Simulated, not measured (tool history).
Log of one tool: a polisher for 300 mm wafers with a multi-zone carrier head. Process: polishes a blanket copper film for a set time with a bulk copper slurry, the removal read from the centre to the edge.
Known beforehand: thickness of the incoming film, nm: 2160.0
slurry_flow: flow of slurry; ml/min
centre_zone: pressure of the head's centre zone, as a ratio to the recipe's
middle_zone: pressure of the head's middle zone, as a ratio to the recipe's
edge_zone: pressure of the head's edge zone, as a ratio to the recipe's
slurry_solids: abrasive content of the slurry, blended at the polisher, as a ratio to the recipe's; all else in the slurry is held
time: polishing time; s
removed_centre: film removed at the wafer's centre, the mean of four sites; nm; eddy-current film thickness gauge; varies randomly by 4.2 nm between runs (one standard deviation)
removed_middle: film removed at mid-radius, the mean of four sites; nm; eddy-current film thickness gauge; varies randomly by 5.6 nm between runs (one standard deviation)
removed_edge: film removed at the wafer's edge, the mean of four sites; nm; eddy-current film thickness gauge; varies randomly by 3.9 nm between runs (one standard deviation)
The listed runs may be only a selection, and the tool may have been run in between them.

{"run": 1, "day": 0.0, "slurry_flow": 300, "centre_zone": 1, "middle_zone": 1, "edge_zone": 1, "slurry_solids": 1, "time": 58, "removed_centre": 590.26, "removed_middle": 608.87, "removed_edge": 600.89}
{"run": 2, "day": 0.254, "slurry_flow": 300, "centre_zone": 1, "middle_zone": 1, "edge_zone": 1, "slurry_solids": 0.85, "time": 58, "removed_centre": 563.8, "removed_middle": 585.54, "removed_edge": 566.79}
{"run": 3, "day": 0.367, "slurry_flow": 300, "centre_zone": 1, "middle_zone": 1, "edge_zone": 1, "slurry_solids": 0.75, "time": 58, "removed_centre": 544.71, "removed_middle": 559.36, "removed_edge": 562.21}
{"run": 4, "day": 0.617, "slurry_flow": 300, "centre_zone": 1, "middle_zone": 1, "edge_zone": 0.94, "slurry_solids": 0.75, "time": 58, "removed_centre": 543.99, "removed_middle": 560.93, "removed_edge": 543.84}
{"run": 5, "day": 0.667, "slurry_flow": 300, "centre_zone": 1, "middle_zone": 1.05, "edge_zone": 0.94, "slurry_solids": 0.75, "time": 58, "removed_centre": 547.32, "removed_middle": 584.34, "removed_edge": 540}
{"run": 6, "day": 0.708, "slurry_flow": 300, "centre_zone": 1, "middle_zone": 1.05, "edge_zone": 0.86, "slurry_solids": 0.75, "time": 58, "removed_centre": 542.84, "removed_middle": 577.44, "removed_edge": 523.51}
{"run": 7, "day": 0.971, "slurry_flow": 295, "centre_zone": 1, "middle_zone": 1.04, "edge_zone": 0.85, "slurry_solids": 0.75, "time": 58, "removed_centre": 547.57, "removed_middle": 585.06, "removed_edge": 523.16}
{"run": 8, "day": 1.0, "slurry_flow": 295, "centre_zone": 1, "middle_zone": 1.02, "edge_zone": 0.85, "slurry_solids": 0.7, "time": 58, "removed_centre": 537.32, "removed_middle": 565.58, "removed_edge": 508.34}
{"run": 9, "day": 1.179, "slurry_flow": 295, "centre_zone": 1, "middle_zone": 1, "edge_zone": 0.86, "slurry_solids": 0.7, "time": 58, "removed_centre": 531.06, "removed_middle": 552.53, "removed_edge": 515.85}
{"run": 10, "day": 1.508, "slurry_flow": 260, "centre_zone": 1.02, "middle_zone": 0.9, "edge_zone": 0.81, "slurry_solids": 0.6, "time": 58, "removed_centre": 512.79, "removed_middle": 484.12, "removed_edge": 478.33}

The next listed run, before its measurement:
{"run": 11, "day": 1.671, "slurry_flow": 260, "centre_zone": 1.02, "middle_zone": 0.9, "edge_zone": 0.81, "slurry_solids": 0.6, "time": 58, "removed_centre": "?", "removed_middle": "?", "removed_edge": "?"}

removed_centre: 515.01 nm
removed_middle: 472.96 nm
removed_edge: 482.19 nm
